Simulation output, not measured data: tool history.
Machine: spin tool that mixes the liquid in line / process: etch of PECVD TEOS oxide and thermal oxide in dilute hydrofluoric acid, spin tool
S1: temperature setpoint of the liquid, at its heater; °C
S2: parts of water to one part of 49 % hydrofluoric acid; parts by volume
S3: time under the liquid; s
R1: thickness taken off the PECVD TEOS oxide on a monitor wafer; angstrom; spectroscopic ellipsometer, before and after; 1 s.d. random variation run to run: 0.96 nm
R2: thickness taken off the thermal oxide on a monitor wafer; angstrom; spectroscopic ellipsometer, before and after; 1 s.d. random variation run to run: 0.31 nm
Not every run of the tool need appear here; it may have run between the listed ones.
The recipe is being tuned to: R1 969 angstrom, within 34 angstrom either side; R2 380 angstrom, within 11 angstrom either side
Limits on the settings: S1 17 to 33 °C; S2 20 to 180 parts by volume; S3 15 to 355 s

Run 1, hour 0: S1 25 °C, S2 100 parts by volume, S3 180 s. Result: R1 269.68 angstrom, R2 103.76 angstrom.
Run 2, hour 5.8: S1 27.5 °C, S2 75 parts by volume, S3 185 s. Result: R1 419.52 angstrom, R2 164.84 angstrom.
Run 3, hour 8.3: S1 29 °C, S2 60 parts by volume, S3 185 s. Result: R1 563.69 angstrom, R2 224.07 angstrom.
Run 4, hour 13: S1 30 °C, S2 50 parts by volume, S3 185 s. Result: R1 713.92 angstrom, R2 283.36 angstrom.
Run 5, hour 15: S1 30 °C, S2 40 parts by volume, S3 185 s. Result: R1 896.65 angstrom, R2 359.38 angstrom.
Run 6, hour 21.8: S1 30 °C, S2 20 parts by volume, S3 185 s. Result: R1 1915.7 angstrom, R2 724.7 angstrom.
Run 7, hour 28.9: S1 30.5 °C, S2 25 parts by volume, S3 185 s. Result: R1 1521.9 angstrom, R2 601.09 angstrom.
Run 8, hour 33.9: S1 30 °C, S2 30 parts by volume, S3 185 s. Result: R1 1252.8 angstrom, R2 488.68 angstrom.
Run 9, hour 39.8: S1 30 °C, S2 35 parts by volume, S3 185 s. Result: R1 1028.7 angstrom, R2 406.97 angstrom.
Run 10, hour 45: S1 30 °C, S2 40 parts by volume, S3 185 s. Result: R1 892.18 angstrom, R2 364.23 angstrom.
Run 11, hour 52: S1 29.5 °C, S2 40 parts by volume, S3 185 s. Result: R1 897.87 angstrom, R2 349.54 angstrom.
Run 12, hour 58.4: S1 30 °C, S2 40 parts by volume, S3 185 s. Result: R1 917.62 angstrom, R2 357.96 angstrom.
Run 13, hour 60.9: S1 29.5 °C, S2 40 parts by volume, S3 185 s. Result: R1 897.32 angstrom, R2 351.8 angstrom.
Run 14, hour 67.9: S1 29.5 °C, S2 35 parts by volume, S3 185 s. Result: R1 1028.2 angstrom, R2 401.69 angstrom.
Run 15, hour 70.9: S1 29.5 °C, S2 40 parts by volume, S3 185 s. Result: R1 894.58 angstrom, R2 353.91 angstrom.
Run 16, hour 76.4: S1 29 °C, S2 40 parts by volume, S3 185 s. Result: R1 882.02 angstrom, R2 345.97 angstrom.
Run 17, hour 80.5: S1 29.5 °C, S2 40 parts by volume, S3 185 s. Result: R1 883.67 angstrom, R2 347.18 angstrom.
Run 18, hour 84.4: S1 29.5 °C, S2 35 parts by volume, S3 185 s. Result: R1 1028.2 angstrom, R2 395.83 angstrom.
At hour 91.5: thermometer replaced.
Run 19, hour 91.5: S1 29.5 °C, S2 35 parts by volume, S3 185 s. Result: R1 941.97 angstrom, R2 361.22 angstrom.

Pick the move, out of 4, that brings all results within their allowed miss; only one does.
Run A, hour 98.6: S1 26.5 °C, S2 25 parts by volume, S3 145 s. Result: R1 ?, R2 ?.
Run B, hour 98.6: S1 33 °C, S2 50 parts by volume, S3 245 s. Result: R1 ?, R2 ?.
Run C, hour 98.6: S1 23 °C, S2 30 parts by volume, S3 200 s. Result: R1 ?, R2 ?.
Run D, hour 98.6: S1 30 °C, S2 25 parts by volume, S3 145 s. Result: R1 ?, R2 ?.

move      R1      R2
   A  910.38  364.85
   B   958.2  384.02
   C  898.08  359.92
   D    1050  420.79
A: roughly where the last run was
B: all results land within tolerance of their targets
C: misses by more than the last run did
D: the result that was furthest off in the last run now lies on the other side of its target
Move B is the one to make.
